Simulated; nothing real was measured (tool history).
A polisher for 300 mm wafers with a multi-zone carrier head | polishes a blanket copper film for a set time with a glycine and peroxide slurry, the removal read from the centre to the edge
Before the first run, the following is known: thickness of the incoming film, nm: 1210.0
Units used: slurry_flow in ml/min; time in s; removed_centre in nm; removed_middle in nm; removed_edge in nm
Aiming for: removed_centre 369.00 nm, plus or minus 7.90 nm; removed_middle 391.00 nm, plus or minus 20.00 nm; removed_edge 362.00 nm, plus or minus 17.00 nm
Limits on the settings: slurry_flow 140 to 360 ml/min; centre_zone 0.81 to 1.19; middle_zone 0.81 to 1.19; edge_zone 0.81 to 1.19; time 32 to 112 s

run  hour  slurry_flow  centre_zone  middle_zone  edge_zone  time  removed_centre  removed_middle  removed_edge
  1   0.0          230         1.00         1.00       1.00    72          274.74          279.42        280.32
  2   1.1          240         1.03         1.05       1.04    75          292.70          303.37        290.03
  3   2.9          240         1.03         0.99       1.04    75          294.59          291.82        286.42
  4  10.7          210         1.03         0.99       1.04    75          290.64          285.33        285.88
  5  15.1          260         1.03         0.99       1.04    75          298.45          287.92        292.57
  6  20.0          260         0.99         0.99       1.04    75          285.71          289.65        289.95
  7  24.8          245         1.00         1.01       1.04    80          308.96          306.29        314.06
  8  27.3          250         1.01         1.06       1.03    83          319.98          333.52        325.49
  9  32.7          305         1.10         1.16       1.10    88          378.02          377.13        353.86

5 candidate next runs follow, results not yet known. Just one meets every target within its allowed miss. Identify it.
  A  38.1          280         1.07         1.19       1.14    89               ?               ?             ?
  B  38.1          330         0.96         1.18       1.17    94               ?               ?             ?
  C  38.1          360         1.14         1.17       1.18    81               ?               ?             ?
  D  38.1          310         1.09         1.19       0.95    86               ?               ?             ?
  E  38.1          300         1.12         1.19       0.95    89               ?               ?             ?

move  removed_centre  removed_middle  removed_edge
   A          368.83          383.89        353.79
   B          355.07          409.91        381.72
   C          366.66          353.73        331.84
   D          366.98          374.57        322.95
   E          389.02          386.41        333.46
A: all results in spec
B: the result that was furthest off in the last run now lies on the other side of its target
C: meets the target for the result that was furthest off, but another lies outside its allowed miss
D: meets the target for the result that was furthest off, but another lies outside its allowed miss
E: its largest miss is bigger than the last run's
Move A is the one to make.
